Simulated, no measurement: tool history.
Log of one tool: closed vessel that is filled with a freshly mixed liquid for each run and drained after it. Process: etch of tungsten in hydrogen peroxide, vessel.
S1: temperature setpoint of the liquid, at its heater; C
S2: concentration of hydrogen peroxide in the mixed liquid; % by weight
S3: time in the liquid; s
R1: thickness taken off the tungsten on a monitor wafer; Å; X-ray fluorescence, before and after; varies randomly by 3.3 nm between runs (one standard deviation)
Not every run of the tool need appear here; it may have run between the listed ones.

run 1 day=0 | S1=50 S2=19 S3=105 | R1=1476.5
run 2 day=0.038 | S1=50 S2=23 S3=105 | R1=1627.9
run 3 day=0.188 | S1=54 S2=23 S3=105 | R1=2080.8
run 4 day=0.225 | S1=57.5 S2=23 S3=105 | R1=2531
run 5 day=0.267 | S1=57.5 S2=26.5 S3=105 | R1=2718.8
run 6 day=0.621 | S1=58.5 S2=26.5 S3=105 | R1=2894.8
run 7 day=0.671 | S1=59 S2=26.5 S3=105 | R1=2885.5

Run 8, settings as shown, results not yet in. Your forecast:
run 8 day=0.779 | S1=60 S2=26.5 S3=105 | R1=?

Run 8 came out at R1 3102.1 Å.

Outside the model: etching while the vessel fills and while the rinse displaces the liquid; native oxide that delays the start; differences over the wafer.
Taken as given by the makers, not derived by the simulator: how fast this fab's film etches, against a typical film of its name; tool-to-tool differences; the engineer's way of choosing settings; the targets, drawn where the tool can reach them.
